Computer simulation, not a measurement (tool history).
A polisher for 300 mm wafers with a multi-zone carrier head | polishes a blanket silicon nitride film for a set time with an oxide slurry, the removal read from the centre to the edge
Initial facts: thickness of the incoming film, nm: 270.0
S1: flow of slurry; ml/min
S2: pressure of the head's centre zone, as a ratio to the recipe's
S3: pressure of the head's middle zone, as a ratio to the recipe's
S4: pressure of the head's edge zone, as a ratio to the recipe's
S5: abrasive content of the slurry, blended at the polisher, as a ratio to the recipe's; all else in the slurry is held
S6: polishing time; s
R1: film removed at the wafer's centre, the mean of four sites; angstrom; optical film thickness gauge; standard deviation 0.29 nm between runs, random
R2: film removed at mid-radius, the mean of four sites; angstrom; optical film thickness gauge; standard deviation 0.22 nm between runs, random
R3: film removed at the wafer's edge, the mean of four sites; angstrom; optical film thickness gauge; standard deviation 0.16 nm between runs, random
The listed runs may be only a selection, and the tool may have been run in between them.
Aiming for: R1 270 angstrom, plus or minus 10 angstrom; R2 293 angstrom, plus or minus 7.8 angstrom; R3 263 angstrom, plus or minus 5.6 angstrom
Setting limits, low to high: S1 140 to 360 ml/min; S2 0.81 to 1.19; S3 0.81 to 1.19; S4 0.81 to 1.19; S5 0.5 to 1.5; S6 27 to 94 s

run,hour,S1,S2,S3,S4,S5,S6,R1,R2,R3
1,0,230,1,1,1,1,60,371.52,366.17,374.15
2,7.1,230,0.99,1.01,0.97,0.9,60,351.04,351.15,347.17
3,12.7,190,0.99,1.01,0.97,0.9,60,349.8,353.83,347.14
4,14.1,190,1.07,1.01,0.97,0.9,60,370.47,350.49,347.92
5,17.5,190,1.04,1.01,0.95,0.85,60,360.45,343.06,337.74
6,23.4,190,1.01,1.02,0.93,0.8,60,340.29,336.66,324.06
7,32.2,190,0.99,1.02,0.91,0.75,60,323.58,329.68,310.15
8,36.7,190,0.98,1.02,0.9,0.7,60,309.77,314.45,302.06
9,44.6,190,0.97,1.03,0.89,0.65,60,302.5,309.35,294.12
10,45.7,190,0.96,1.03,0.88,0.65,60,291.74,314.04,287.03
11,50.1,190,0.96,1.03,0.87,0.65,60,295.62,307.48,286.4
12,56.8,190,0.95,1.03,0.86,0.65,60,290.22,313.85,286.6
13,63.8,190,0.95,1.03,0.85,0.65,60,288.3,306.62,284.52
14,65.2,170,0.95,1.06,0.81,0.55,60,272.42,298.07,256.59

Which single option among these 5 for the next run brings every result within its allowed miss of target? Just one does.
A,66.6,150,0.89,1.03,0.91,0.7,53,?,?,?
B,66.6,200,0.93,1.02,0.81,0.55,61,?,?,?
C,66.6,175,0.94,1.02,0.84,0.5,60,?,?,?
D,66.6,160,0.97,1.08,0.81,0.7,53,?,?,?
E,66.6,155,1.02,1.04,0.96,0.5,60,?,?,?

move,R1,R2,R3
A,238.79,278.74,266.53
B,264.42,292.08,265.76
C,248.78,272.15,252.32
D,262.01,291.61,253.73
E,267.32,273.9,266.31
A: the worst result of the last run now meets its target, but another is out of spec
B: every result within its allowed miss
C: lands further from the targets than the last run did
D: lands further from the targets than the last run did
E: the worst result of the last run now meets its target, but another is out of spec
Correct choice: B, which meets every target

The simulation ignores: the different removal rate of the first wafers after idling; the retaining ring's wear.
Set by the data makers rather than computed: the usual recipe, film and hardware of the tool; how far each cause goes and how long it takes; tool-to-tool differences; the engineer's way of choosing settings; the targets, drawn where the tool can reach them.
